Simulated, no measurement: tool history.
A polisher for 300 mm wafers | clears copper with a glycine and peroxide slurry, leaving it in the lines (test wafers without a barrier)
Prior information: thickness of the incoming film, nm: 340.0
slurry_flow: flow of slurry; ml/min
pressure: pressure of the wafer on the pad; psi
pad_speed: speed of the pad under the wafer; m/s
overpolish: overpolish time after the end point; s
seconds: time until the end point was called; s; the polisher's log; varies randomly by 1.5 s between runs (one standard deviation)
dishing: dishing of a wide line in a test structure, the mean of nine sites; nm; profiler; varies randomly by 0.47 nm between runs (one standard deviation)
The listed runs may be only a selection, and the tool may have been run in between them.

run  hour  slurry_flow  pressure  pad_speed  overpolish  seconds  dishing
  1   0.0          285       2.7       0.80          30   90.451   54.107
  2   8.9          285       2.7       0.80          27   88.993   51.096
  3  15.1          285       2.6       0.80          24   89.968   44.774
  4  21.6          285       2.5       0.80          23   96.422   42.148
  5  29.9          260       2.5       0.80          23   93.233   41.980
  6  33.7          260       3.1       0.80          23   80.293   47.961

For run 7, what comes out?
  7  36.6          260       3.0       0.80          22        ?        ?

Run 7 came out at seconds 84.024 s, dishing 45.651 nm.

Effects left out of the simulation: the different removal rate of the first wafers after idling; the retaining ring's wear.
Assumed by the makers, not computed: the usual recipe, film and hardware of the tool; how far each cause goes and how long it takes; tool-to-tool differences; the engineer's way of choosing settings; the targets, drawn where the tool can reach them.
